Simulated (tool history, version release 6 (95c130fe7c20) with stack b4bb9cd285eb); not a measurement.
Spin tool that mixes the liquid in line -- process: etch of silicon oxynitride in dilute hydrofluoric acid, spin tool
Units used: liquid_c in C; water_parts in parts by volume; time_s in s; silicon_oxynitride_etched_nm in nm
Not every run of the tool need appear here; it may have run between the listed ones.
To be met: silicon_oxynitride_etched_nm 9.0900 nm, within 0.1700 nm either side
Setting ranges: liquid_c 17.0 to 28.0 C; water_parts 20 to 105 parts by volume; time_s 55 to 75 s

| run | hour | liquid_c | water_parts | time_s | silicon_oxynitride_etched_nm |
|---|---|---|---|---|---|
| 1 | 0.0 | 20.0 | 55 | 75 | 2.4637 |
| 2 | 4.6 | 21.0 | 50 | 75 | 2.8541 |
| 3 | 10.0 | 21.0 | 50 | 55 | 2.0890 |
| 4 | 12.5 | 22.0 | 45 | 55 | 2.4634 |
| 5 | 17.4 | 22.5 | 40 | 55 | 2.8249 |
| 6 | 25.9 | 25.5 | 40 | 55 | 3.3004 |
| 7 | 27.9 | 26.0 | 40 | 55 | 3.3774 |
| 8 | 30.1 | 27.0 | 30 | 65 | 5.6496 |
| 9 | 34.7 | 28.0 | 20 | 75 | 10.2260 |
| 10 | 43.6 | 27.5 | 20 | 75 | 10.0770 |
| 11 | 49.7 | 27.0 | 20 | 75 | 9.7343 |

Which one of the following 4 next-run settings gets every result inside its allowed miss? There is exactly one.
| A | 55.8 | 26.5 | 20 | 75 | ? |
| B | 55.8 | 25.5 | 20 | 75 | ? |
| C | 55.8 | 27.5 | 20 | 70 | ? |
| D | 55.8 | 28.0 | 20 | 70 | ? |

| move | silicon_oxynitride_etched_nm |
|---|---|
| A | 9.5773 |
| B | 9.1178 |
| C | 9.3861 |
| D | 9.6168 |
A: better than the last run, though not everything is in spec
B: each result inside its tolerance
C: better than the last run, though not everything is in spec
D: better than the last run, though not everything is in spec
Answer: B

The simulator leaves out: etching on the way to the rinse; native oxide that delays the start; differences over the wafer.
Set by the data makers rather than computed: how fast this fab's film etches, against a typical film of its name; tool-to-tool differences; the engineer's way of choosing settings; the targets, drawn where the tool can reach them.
